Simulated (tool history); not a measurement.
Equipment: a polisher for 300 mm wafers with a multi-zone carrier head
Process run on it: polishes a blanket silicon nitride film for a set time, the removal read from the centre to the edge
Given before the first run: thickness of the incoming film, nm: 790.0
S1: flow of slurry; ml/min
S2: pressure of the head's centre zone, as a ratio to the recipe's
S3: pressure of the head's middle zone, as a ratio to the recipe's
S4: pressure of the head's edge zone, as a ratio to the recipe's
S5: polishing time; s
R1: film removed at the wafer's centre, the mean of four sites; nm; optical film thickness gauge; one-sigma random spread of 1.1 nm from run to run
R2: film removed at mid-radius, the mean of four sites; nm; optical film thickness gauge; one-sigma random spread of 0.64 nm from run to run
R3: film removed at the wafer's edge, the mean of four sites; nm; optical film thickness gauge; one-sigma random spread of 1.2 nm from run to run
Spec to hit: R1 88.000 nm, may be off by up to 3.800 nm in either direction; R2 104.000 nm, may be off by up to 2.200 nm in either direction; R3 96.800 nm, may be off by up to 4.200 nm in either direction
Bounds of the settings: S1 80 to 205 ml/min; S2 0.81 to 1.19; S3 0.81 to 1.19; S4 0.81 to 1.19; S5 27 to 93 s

run  hour   S1    S2    S3    S4  S5      R1       R2       R3
  1   0.0  135  1.00  1.00  1.00  59  72.901   72.418   70.073
  2   6.6  135  0.94  1.00  1.00  59  68.017   73.435   72.511
  3   9.0  150  0.94  1.04  1.05  62  72.562   80.322   77.884
  4  13.9  160  0.94  1.07  1.08  65  77.964   87.719   81.594
  5  18.3  160  0.94  1.07  1.08  80  94.750  107.760  101.430
  6  27.2  160  0.86  1.07  1.08  80  86.772  107.540  101.270
  7  30.9  155  0.87  1.07  1.06  80  86.553  107.260  102.460
  8  38.5  155  0.88  1.07  1.05  79  87.199  106.650   98.792
  9  44.3  155  0.89  1.07  1.04  79  89.680  105.970   97.623

Next run, 4 choices. One meets every target within its allowed miss, the rest don't. Which?
  A  50.1  145  0.84  1.11  1.05  80   ?   ?   ?
  B  50.1  175  0.92  1.09  1.08  75   ?   ?   ?
  C  50.1  145  0.86  1.05  1.00  83   ?   ?   ?
  D  50.1  150  0.81  1.12  1.06  80   ?   ?   ?

move      R1       R2       R3
   A  83.673  109.280   99.953
   B  89.531  104.600   97.570
   C  88.860  108.340  101.340
   D  81.309  110.890  100.920
A: moves away from the targets compared with the last run
B: hits every target within its allowed miss
C: moves away from the targets compared with the last run
D: moves away from the targets compared with the last run
Correct choice: B, which meets every target
